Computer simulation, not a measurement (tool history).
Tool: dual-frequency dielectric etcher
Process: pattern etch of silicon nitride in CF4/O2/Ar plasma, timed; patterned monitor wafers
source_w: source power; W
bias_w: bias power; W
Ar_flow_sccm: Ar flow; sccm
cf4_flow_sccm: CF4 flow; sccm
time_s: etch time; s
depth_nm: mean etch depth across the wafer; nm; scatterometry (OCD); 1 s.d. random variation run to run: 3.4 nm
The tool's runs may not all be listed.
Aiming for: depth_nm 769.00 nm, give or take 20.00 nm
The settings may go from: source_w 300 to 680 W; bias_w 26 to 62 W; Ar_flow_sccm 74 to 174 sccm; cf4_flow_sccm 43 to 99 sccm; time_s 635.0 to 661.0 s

Run 1, hour 0.0: source_w 490 W, bias_w 44 W, Ar_flow_sccm 124 sccm, cf4_flow_sccm 71 sccm, time_s 635.0 s. Result: depth_nm 1073.40 nm.
Run 2, hour 1.1: source_w 490 W, bias_w 44 W, Ar_flow_sccm 124 sccm, cf4_flow_sccm 71 sccm, time_s 661.0 s. Result: depth_nm 1113.70 nm.
Run 3, hour 7.3: source_w 450 W, bias_w 43 W, Ar_flow_sccm 125 sccm, cf4_flow_sccm 71 sccm, time_s 660.5 s. Result: depth_nm 1022.20 nm.
Run 4, hour 9.0: source_w 450 W, bias_w 43 W, Ar_flow_sccm 125 sccm, cf4_flow_sccm 71 sccm, time_s 661.0 s. Result: depth_nm 1009.40 nm.
Run 5, hour 11.6: source_w 450 W, bias_w 43 W, Ar_flow_sccm 104 sccm, cf4_flow_sccm 71 sccm, time_s 661.0 s. Result: depth_nm 1048.00 nm.
Run 6, hour 14.6: source_w 450 W, bias_w 43 W, Ar_flow_sccm 104 sccm, cf4_flow_sccm 62 sccm, time_s 661.0 s. Result: depth_nm 1033.30 nm.
Run 7, hour 18.7: source_w 420 W, bias_w 43 W, Ar_flow_sccm 104 sccm, cf4_flow_sccm 62 sccm, time_s 661.0 s. Result: depth_nm 967.74 nm.
Run 8, hour 24.4: source_w 400 W, bias_w 43 W, Ar_flow_sccm 104 sccm, cf4_flow_sccm 62 sccm, time_s 661.0 s. Result: depth_nm 928.24 nm.
Run 9, hour 25.1: source_w 380 W, bias_w 43 W, Ar_flow_sccm 104 sccm, cf4_flow_sccm 62 sccm, time_s 661.0 s. Result: depth_nm 891.10 nm.
Run 10, hour 28.7: source_w 370 W, bias_w 43 W, Ar_flow_sccm 104 sccm, cf4_flow_sccm 62 sccm, time_s 661.0 s. Result: depth_nm 860.70 nm.
Run 11, hour 33.5: source_w 360 W, bias_w 43 W, Ar_flow_sccm 104 sccm, cf4_flow_sccm 62 sccm, time_s 661.0 s. Result: depth_nm 846.22 nm.
Run 12, hour 36.1: source_w 360 W, bias_w 43 W, Ar_flow_sccm 104 sccm, cf4_flow_sccm 62 sccm, time_s 661.0 s. Result: depth_nm 839.16 nm.
Run 13, hour 45.0: source_w 350 W, bias_w 43 W, Ar_flow_sccm 104 sccm, cf4_flow_sccm 62 sccm, time_s 661.0 s. Result: depth_nm 822.68 nm.
Run 14, hour 51.5: source_w 340 W, bias_w 43 W, Ar_flow_sccm 104 sccm, cf4_flow_sccm 62 sccm, time_s 661.0 s. Result: depth_nm 800.09 nm.

Which single option among these 5 for the next run brings every result within its allowed miss of target? Just one does.
Run A, hour 58.0: source_w 310 W, bias_w 43 W, Ar_flow_sccm 100 sccm, cf4_flow_sccm 61 sccm, time_s 650.5 s. Result: depth_nm ?.
Run B, hour 58.0: source_w 320 W, bias_w 46 W, Ar_flow_sccm 94 sccm, cf4_flow_sccm 66 sccm, time_s 638.5 s. Result: depth_nm ?.
Run C, hour 58.0: source_w 340 W, bias_w 35 W, Ar_flow_sccm 110 sccm, cf4_flow_sccm 50 sccm, time_s 661.0 s. Result: depth_nm ?.
Run D, hour 58.0: source_w 300 W, bias_w 44 W, Ar_flow_sccm 78 sccm, cf4_flow_sccm 59 sccm, time_s 635.0 s. Result: depth_nm ?.
Run E, hour 58.0: source_w 320 W, bias_w 41 W, Ar_flow_sccm 98 sccm, cf4_flow_sccm 56 sccm, time_s 643.0 s. Result: depth_nm ?.

move  depth_nm
   A    726.18
   B    765.84
   C    719.25
   D    714.51
   E    722.81
A: the result that was furthest off in the last run now lies on the other side of its target
B: meets every target
C: the result that was furthest off in the last run now lies on the other side of its target
D: the result that was furthest off in the last run now lies on the other side of its target
E: the result that was furthest off in the last run now lies on the other side of its target
The right move is B.

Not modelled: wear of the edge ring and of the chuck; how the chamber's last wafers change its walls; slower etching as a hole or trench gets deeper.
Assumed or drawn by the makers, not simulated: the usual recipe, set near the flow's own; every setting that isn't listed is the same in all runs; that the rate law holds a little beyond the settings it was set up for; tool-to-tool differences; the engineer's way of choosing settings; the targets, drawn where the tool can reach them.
